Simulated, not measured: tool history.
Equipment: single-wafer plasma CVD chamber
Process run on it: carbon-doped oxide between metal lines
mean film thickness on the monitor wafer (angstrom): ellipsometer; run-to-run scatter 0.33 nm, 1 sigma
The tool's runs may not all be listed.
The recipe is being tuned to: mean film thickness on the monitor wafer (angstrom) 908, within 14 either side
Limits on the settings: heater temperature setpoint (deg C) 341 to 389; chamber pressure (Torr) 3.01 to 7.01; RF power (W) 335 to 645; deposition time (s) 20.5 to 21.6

run,hour,heater temperature setpoint (deg C),chamber pressure (Torr),RF power (W),deposition time (s),mean film thickness on the monitor wafer (angstrom)
1,0,365,5.01,490,21.6,979.92
2,2.9,367,4.87,490,21.6,974.84
3,9.9,360,4.87,490,21.6,998.79
4,14.1,360,5.77,490,21.6,1011.8
5,17.2,360,6.36,490,21.6,1016.2
6,22.5,362,6.27,485,21.6,1003
7,25,374,5.27,455,21.6,933.28
# hour 30.3: RF generator calibrated
8,30.3,375,5.22,455,21.6,949.37
9,32.6,375,5.16,450,21.6,946.4
10,34.3,375,5.12,445,21.6,936.19
11,38.4,375,5.08,440,21.6,929.47
12,46.2,375,5.04,440,21.6,925.74

4 next moves are on the table. One of them brings every result within its allowed miss. Which?
A,54,377,4.97,480,21.1,?
B,54,357,3.79,430,21,?
C,54,371,5.07,460,21.4,?
D,54,366,5.51,445,21,?

move,mean film thickness on the monitor wafer (angstrom)
A,929.34
B,906.68
C,941.98
D,933.31
A: further off than the last run
B: in spec on every target
C: further off than the last run
D: further off than the last run
Move B is the one to make.
